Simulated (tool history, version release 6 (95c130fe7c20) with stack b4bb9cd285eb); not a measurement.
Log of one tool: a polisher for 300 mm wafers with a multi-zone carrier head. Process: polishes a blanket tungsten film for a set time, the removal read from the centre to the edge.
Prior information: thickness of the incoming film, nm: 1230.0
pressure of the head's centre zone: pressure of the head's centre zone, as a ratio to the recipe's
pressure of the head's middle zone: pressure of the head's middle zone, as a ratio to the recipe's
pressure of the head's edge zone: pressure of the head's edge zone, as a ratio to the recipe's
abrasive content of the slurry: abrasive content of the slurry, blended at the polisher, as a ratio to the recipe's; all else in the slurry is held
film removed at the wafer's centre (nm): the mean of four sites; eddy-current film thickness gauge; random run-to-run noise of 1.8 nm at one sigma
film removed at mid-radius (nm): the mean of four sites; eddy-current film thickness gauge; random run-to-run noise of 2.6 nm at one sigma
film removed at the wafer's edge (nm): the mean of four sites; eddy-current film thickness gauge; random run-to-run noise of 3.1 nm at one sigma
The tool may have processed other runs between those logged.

| run | hour | flow of slurry (ml/min) | pressure of the head's centre zone | pressure of the head's middle zone | pressure of the head's edge zone | abrasive content of the slurry | polishing time (s) | film removed at the wafer's centre (nm) | film removed at mid-radius (nm) | film removed at the wafer's edge (nm) |
|---|---|---|---|---|---|---|---|---|---|---|
| 1 | 0 | 155 | 1 | 1 | 1 | 1 | 60 | 336.92 | 332.36 | 315.09 |
| 2 | 7.9 | 155 | 1 | 0.94 | 1 | 1 | 60 | 338.82 | 315.16 | 319.59 |
| 3 | 9.1 | 140 | 0.95 | 0.96 | 1.02 | 0.9 | 60 | 308.97 | 305.06 | 312.73 |
| 4 | 13.9 | 140 | 0.95 | 0.96 | 1.02 | 0.75 | 60 | 294.77 | 290.61 | 295.1 |
| 5 | 19.6 | 130 | 0.91 | 0.99 | 1.04 | 0.7 | 60 | 272.16 | 298.35 | 294.84 |
| 6 | 21.8 | 125 | 0.88 | 0.99 | 1.04 | 0.65 | 60 | 257.96 | 281.02 | 281.39 |

Estimate the outcome of run 7 from the log above:
| 7 | 29.4 | 120 | 0.86 | 1 | 1.06 | 0.65 | 60 | ? | ? | ? |

Run 7 yielded film removed at the wafer's centre (nm) 253.18, film removed at mid-radius (nm) 280.34, film removed at the wafer's edge (nm) 286.95.
